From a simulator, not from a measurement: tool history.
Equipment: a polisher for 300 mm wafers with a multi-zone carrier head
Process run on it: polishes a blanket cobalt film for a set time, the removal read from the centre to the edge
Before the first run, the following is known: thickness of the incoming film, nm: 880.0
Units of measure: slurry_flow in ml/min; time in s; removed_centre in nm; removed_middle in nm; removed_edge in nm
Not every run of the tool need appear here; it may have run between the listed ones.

Run 1, hour 0.0: slurry_flow 140 ml/min, centre_zone 1.00, middle_zone 1.00, edge_zone 1.00, time 47 s. Result: removed_centre 250.59 nm, removed_middle 248.13 nm, removed_edge 246.73 nm.
Run 2, hour 5.1: slurry_flow 140 ml/min, centre_zone 1.00, middle_zone 1.00, edge_zone 1.04, time 47 s. Result: removed_centre 247.80 nm, removed_middle 248.67 nm, removed_edge 253.38 nm.
Run 3, hour 5.9: slurry_flow 140 ml/min, centre_zone 1.00, middle_zone 1.00, edge_zone 1.04, time 58 s. Result: removed_centre 307.95 nm, removed_middle 311.37 nm, removed_edge 312.59 nm.
Run 4, hour 6.9: slurry_flow 150 ml/min, centre_zone 0.99, middle_zone 0.99, edge_zone 1.07, time 58 s. Result: removed_centre 311.55 nm, removed_middle 308.57 nm, removed_edge 319.15 nm.
Run 5, hour 15.2: slurry_flow 155 ml/min, centre_zone 0.97, middle_zone 0.99, edge_zone 1.09, time 59 s. Result: removed_centre 312.53 nm, removed_middle 315.06 nm, removed_edge 326.19 nm.
Run 6, hour 22.0: slurry_flow 155 ml/min, centre_zone 0.96, middle_zone 0.98, edge_zone 1.11, time 60 s. Result: removed_centre 308.64 nm, removed_middle 316.79 nm, removed_edge 338.30 nm.
Run 7, hour 24.9: slurry_flow 160 ml/min, centre_zone 0.96, middle_zone 0.98, edge_zone 1.13, time 60 s. Result: removed_centre 304.92 nm, removed_middle 321.67 nm, removed_edge 344.13 nm.

For run 8, what comes out?
Run 8, hour 27.4: slurry_flow 165 ml/min, centre_zone 0.97, middle_zone 0.97, edge_zone 1.14, time 60 s. Result: removed_centre ?, removed_middle ?, removed_edge ?.

Run 8 produced removed_centre 318.51 nm, removed_middle 317.45 nm, removed_edge 345.07 nm.

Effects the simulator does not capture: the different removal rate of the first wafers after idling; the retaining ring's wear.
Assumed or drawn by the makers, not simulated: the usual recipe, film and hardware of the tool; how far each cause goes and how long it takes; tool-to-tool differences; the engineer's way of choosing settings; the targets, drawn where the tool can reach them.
